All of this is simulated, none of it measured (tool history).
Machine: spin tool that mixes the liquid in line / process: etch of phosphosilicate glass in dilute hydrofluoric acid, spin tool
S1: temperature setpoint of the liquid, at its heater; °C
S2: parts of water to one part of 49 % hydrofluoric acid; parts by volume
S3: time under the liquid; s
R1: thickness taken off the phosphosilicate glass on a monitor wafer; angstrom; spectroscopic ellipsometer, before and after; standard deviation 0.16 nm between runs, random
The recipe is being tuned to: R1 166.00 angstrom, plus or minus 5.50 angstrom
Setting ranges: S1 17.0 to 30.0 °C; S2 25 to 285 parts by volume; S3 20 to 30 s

run	hour	S1	S2	S3	R1
1	0.0	22.0	155	30	254.96
2	8.9	22.0	155	30	256.77
3	16.9	23.5	155	30	272.74
4	25.7	23.5	155	30	274.40
5	28.5	27.0	155	30	311.44
6	31.8	26.0	160	30	280.29
7	38.7	25.0	165	30	261.07
8	40.4	24.0	170	30	247.59

Which one of the following 4 next-run settings gets every result inside its allowed miss? There is exactly one.
A	42.1	24.0	105	30	?
B	42.1	17.5	195	30	?
C	42.1	25.5	135	30	?
D	42.1	24.5	170	25	?

move	R1
A	426.37
B	161.33
C	338.92
D	207.33
A: further off than the last run
B: in spec on every target
C: further off than the last run
D: better than the last run, though not everything is in spec
Move B is the one to make.
